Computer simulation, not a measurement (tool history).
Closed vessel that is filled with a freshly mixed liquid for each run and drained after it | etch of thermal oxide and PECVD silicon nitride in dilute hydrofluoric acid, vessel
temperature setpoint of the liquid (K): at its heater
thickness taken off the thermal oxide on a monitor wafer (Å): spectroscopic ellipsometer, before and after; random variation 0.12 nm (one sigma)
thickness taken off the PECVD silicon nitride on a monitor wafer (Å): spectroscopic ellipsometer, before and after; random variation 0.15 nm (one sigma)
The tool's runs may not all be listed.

run,hour,temperature setpoint of the liquid (K),parts of water to one part of 49 % hydrofluoric acid (parts by volume),time in the liquid (s),thickness taken off the thermal oxide on a monitor wafer (Å),thickness taken off the PECVD silicon nitride on a monitor wafer (Å)
1,0,296.15,190,1800,363.78,255.23
2,7.6,296.65,230,1860,295.74,230.51
3,10.5,299.65,230,1860,335.39,275.3
4,17.3,299.65,230,1355,242.57,201.12
5,22.6,299.15,245,1400,229.92,188.28
6,28,297.65,245,1400,215.64,171.62
7,37.7,297.65,260,1440,205.64,168.32

Forecast run 8:
8,47.1,297.65,270,1470,?,?

Run 8 gave thickness taken off the thermal oxide on a monitor wafer (Å) 202.35, thickness taken off the PECVD silicon nitride on a monitor wafer (Å) 167.03.
